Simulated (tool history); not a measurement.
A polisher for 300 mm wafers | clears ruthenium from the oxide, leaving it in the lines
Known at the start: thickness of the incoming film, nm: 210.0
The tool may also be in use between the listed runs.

| run | hour | flow of slurry (ml/min) | pressure of the wafer on the pad (kPa) | speed of the pad under the wafer (m/s) | overpolish time after the end point (s) | time until the end point was called (s) |
|---|---|---|---|---|---|---|
| 1 | 0.0 | 295 | 17.9 | 1.04 | 4 | 152.73 |
| 2 | 6.5 | 290 | 14.5 | 0.86 | 4 | 217.49 |
| 3 | 13.7 | 290 | 17.2 | 0.86 | 4 | 183.56 |
| 4 | 15.6 | 285 | 14.5 | 0.72 | 4 | 268.84 |
| 5 | 22.5 | 285 | 12.4 | 0.70 | 4 | 312.05 |
| 6 | 26.9 | 285 | 11.0 | 0.68 | 4 | 362.92 |
| 7 | 33.1 | 285 | 10.3 | 0.68 | 4 | 385.73 |

Run 8 comes next. What will it give?
| 8 | 36.2 | 285 | 9.7 | 0.68 | 4 | ? |

{"run 8": {"time until the end point was called (s)": 406.28}}

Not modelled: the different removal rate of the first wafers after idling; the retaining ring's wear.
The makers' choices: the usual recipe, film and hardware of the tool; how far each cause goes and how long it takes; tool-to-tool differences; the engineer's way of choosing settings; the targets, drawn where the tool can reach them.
